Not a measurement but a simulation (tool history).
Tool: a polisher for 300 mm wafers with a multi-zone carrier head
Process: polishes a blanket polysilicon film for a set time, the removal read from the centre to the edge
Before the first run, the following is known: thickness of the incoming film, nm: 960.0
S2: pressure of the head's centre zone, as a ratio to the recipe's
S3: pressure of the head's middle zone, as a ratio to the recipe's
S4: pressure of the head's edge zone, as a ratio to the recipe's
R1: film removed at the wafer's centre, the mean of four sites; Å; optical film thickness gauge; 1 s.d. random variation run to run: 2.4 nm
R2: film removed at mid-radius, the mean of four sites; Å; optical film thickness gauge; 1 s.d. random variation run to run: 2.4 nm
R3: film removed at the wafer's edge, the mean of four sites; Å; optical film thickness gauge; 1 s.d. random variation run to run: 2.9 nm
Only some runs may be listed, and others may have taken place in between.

run 1 hour=0 | flow_of_slurry_(ml/min)=190 S2=1 S3=1 S4=1 polishing_time_(s)=67 | R1=3054 R2=3053.7 R3=2921.5
run 2 hour=2.8 | flow_of_slurry_(ml/min)=190 S2=1 S3=0.95 S4=1 polishing_time_(s)=67 | R1=3040.8 R2=2948.5 R3=2965.6
run 3 hour=7.8 | flow_of_slurry_(ml/min)=190 S2=1 S3=0.95 S4=1 polishing_time_(s)=78 | R1=3546.4 R2=3393.5 R3=3522.2
run 4 hour=9.2 | flow_of_slurry_(ml/min)=225 S2=1 S3=0.95 S4=1 polishing_time_(s)=78 | R1=3558.6 R2=3553.6 R3=3494.4
run 5 hour=11.3 | flow_of_slurry_(ml/min)=225 S2=1 S3=0.95 S4=1 polishing_time_(s)=71 | R1=3333.3 R2=3185.2 R3=3222.3
run 6 hour=19.7 | flow_of_slurry_(ml/min)=225 S2=1 S3=0.95 S4=1 polishing_time_(s)=57 | R1=2627.8 R2=2558.6 R3=2569.5
run 7 hour=27.3 | flow_of_slurry_(ml/min)=225 S2=0.99 S3=0.95 S4=0.98 polishing_time_(s)=56 | R1=2577.4 R2=2465 R3=2528.4
run 8 hour=33.1 | flow_of_slurry_(ml/min)=225 S2=0.98 S3=0.97 S4=0.96 polishing_time_(s)=55 | R1=2513.9 R2=2521 R3=2438.9
run 9 hour=41.2 | flow_of_slurry_(ml/min)=220 S2=0.97 S3=0.97 S4=0.94 polishing_time_(s)=55 | R1=2489.1 R2=2510.7 R3=2421.4
run 10 hour=44.7 | flow_of_slurry_(ml/min)=220 S2=0.96 S3=0.97 S4=0.93 polishing_time_(s)=55 | R1=2432.5 R2=2509.7 R3=2420.5
run 11 hour=49.5 | flow_of_slurry_(ml/min)=220 S2=0.96 S3=0.97 S4=0.92 polishing_time_(s)=55 | R1=2455.6 R2=2537.7 R3=2373

What does the tool deliver on the next run?
run 12 hour=55.9 | flow_of_slurry_(ml/min)=215 S2=0.96 S3=0.97 S4=0.91 polishing_time_(s)=55 | R1=? R2=? R3=?

{"run 12": {"R1": 2466.5, "R2": 2529.1, "R3": 2421.7}}
